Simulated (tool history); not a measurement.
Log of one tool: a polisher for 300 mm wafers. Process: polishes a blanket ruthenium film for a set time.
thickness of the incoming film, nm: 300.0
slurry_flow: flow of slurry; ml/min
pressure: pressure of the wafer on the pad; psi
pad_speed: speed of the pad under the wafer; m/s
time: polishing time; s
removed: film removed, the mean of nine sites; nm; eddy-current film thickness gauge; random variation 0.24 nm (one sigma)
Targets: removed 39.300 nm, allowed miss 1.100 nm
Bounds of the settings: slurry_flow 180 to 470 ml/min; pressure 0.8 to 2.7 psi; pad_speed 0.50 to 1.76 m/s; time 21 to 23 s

{"run": 1, "hour": 0.0, "slurry_flow": 300, "pressure": 1.7, "pad_speed": 1.12, "time": 23, "removed": 24.722}
{"run": 2, "hour": 4.1, "slurry_flow": 235, "pressure": 1.7, "pad_speed": 1.12, "time": 23, "removed": 24.14}
{"run": 3, "hour": 8.8, "slurry_flow": 240, "pressure": 1.9, "pad_speed": 1.12, "time": 23, "removed": 26.606}
{"run": 4, "hour": 11.3, "slurry_flow": 250, "pressure": 2.1, "pad_speed": 1.12, "time": 23, "removed": 29.819}
{"run": 5, "hour": 13.7, "slurry_flow": 260, "pressure": 2.2, "pad_speed": 1.12, "time": 23, "removed": 31.353}
{"run": 6, "hour": 20.6, "slurry_flow": 265, "pressure": 2.3, "pad_speed": 1.12, "time": 23, "removed": 32.535}
{"run": 7, "hour": 26.2, "slurry_flow": 265, "pressure": 2.4, "pad_speed": 1.12, "time": 23, "removed": 34.272}
{"run": 8, "hour": 30.4, "slurry_flow": 265, "pressure": 2.5, "pad_speed": 1.12, "time": 23, "removed": 35.392}
{"run": 9, "hour": 38.5, "slurry_flow": 265, "pressure": 2.6, "pad_speed": 1.12, "time": 23, "removed": 36.6}

Which of these 4 next moves meets every target?
{"run": "A", "hour": 46.6, "slurry_flow": 245, "pressure": 2.6, "pad_speed": 1.22, "time": 23, "removed": "?"}
{"run": "B", "hour": 46.6, "slurry_flow": 285, "pressure": 2.7, "pad_speed": 1.06, "time": 21, "removed": "?"}
{"run": "C", "hour": 46.6, "slurry_flow": 250, "pressure": 2.7, "pad_speed": 1.04, "time": 23, "removed": "?"}
{"run": "D", "hour": 46.6, "slurry_flow": 300, "pressure": 2.5, "pad_speed": 1.18, "time": 23, "removed": "?"}

move=A removed=39.705
move=B removed=33.320
move=C removed=35.366
move=D removed=37.726
A: meets every target
B: further off than the last run
C: further off than the last run
D: nearer than the last run, and not there yet
Answer: A
